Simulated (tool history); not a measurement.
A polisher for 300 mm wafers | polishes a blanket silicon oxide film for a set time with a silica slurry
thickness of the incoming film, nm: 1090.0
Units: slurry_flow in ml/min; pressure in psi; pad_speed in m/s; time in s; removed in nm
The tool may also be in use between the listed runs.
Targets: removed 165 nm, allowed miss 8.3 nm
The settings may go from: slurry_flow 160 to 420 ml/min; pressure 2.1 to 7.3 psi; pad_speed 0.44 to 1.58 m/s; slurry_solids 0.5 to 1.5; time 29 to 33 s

run 1 hour=0 | slurry_flow=270 pressure=4.7 pad_speed=1 slurry_solids=1 time=33 | removed=117.99
run 2 hour=1 | slurry_flow=270 pressure=4.2 pad_speed=1 slurry_solids=1 time=33 | removed=104.22
run 3 hour=5.2 | slurry_flow=270 pressure=4.4 pad_speed=1 slurry_solids=1 time=33 | removed=111.65
run 4 hour=10.2 | slurry_flow=270 pressure=4.4 pad_speed=1.24 slurry_solids=1 time=33 | removed=127.23
run 5 hour=14.8 | slurry_flow=270 pressure=4.4 pad_speed=1.24 slurry_solids=1 time=33 | removed=128.19
run 6 hour=16.3 | slurry_flow=270 pressure=4.4 pad_speed=1.24 slurry_solids=0.8 time=33 | removed=116.99
run 7 hour=19.2 | slurry_flow=270 pressure=4.6 pad_speed=1.24 slurry_solids=0.8 time=33 | removed=124.21
run 8 hour=25.4 | slurry_flow=270 pressure=4.7 pad_speed=1.24 slurry_solids=0.8 time=33 | removed=124.54
run 9 hour=26.4 | slurry_flow=270 pressure=4.9 pad_speed=1.24 slurry_solids=0.8 time=33 | removed=129.2
run 10 hour=30.6 | slurry_flow=270 pressure=5.1 pad_speed=1.24 slurry_solids=0.8 time=33 | removed=136.06
run 11 hour=37.7 | slurry_flow=270 pressure=5.1 pad_speed=1.24 slurry_solids=0.8 time=33 | removed=131.09
run 12 hour=44 | slurry_flow=270 pressure=5.3 pad_speed=1.24 slurry_solids=0.8 time=33 | removed=138.99
run 13 hour=50 | slurry_flow=270 pressure=5.4 pad_speed=1.24 slurry_solids=0.8 time=33 | removed=144.76
run 14 hour=51.2 | slurry_flow=270 pressure=5.5 pad_speed=1.24 slurry_solids=0.8 time=33 | removed=146.21
run 15 hour=59 | slurry_flow=270 pressure=5.6 pad_speed=1.24 slurry_solids=0.8 time=33 | removed=147.32
run 16 hour=66.3 | slurry_flow=270 pressure=5.7 pad_speed=1.24 slurry_solids=0.8 time=33 | removed=153.66
run 17 hour=74.3 | slurry_flow=270 pressure=5.9 pad_speed=1.24 slurry_solids=0.8 time=33 | removed=152.9
run 18 hour=78.4 | slurry_flow=270 pressure=6 pad_speed=1.24 slurry_solids=0.8 time=33 | removed=152.43

Which of these 4 next moves meets every target?
run A hour=82.5 | slurry_flow=370 pressure=4.9 pad_speed=1.26 slurry_solids=1.05 time=33 | removed=?
run B hour=82.5 | slurry_flow=245 pressure=6.6 pad_speed=1.16 slurry_solids=0.75 time=30 | removed=?
run C hour=82.5 | slurry_flow=305 pressure=7.1 pad_speed=1.18 slurry_solids=0.8 time=31 | removed=?
run D hour=82.5 | slurry_flow=285 pressure=5.7 pad_speed=1.24 slurry_solids=0.6 time=30 | removed=?

move=A removed=146.63
move=B removed=141.81
move=C removed=165.7
move=D removed=119.58
A: further off than the last run
B: further off than the last run
C: meets every target
D: further off than the last run
Answer: C
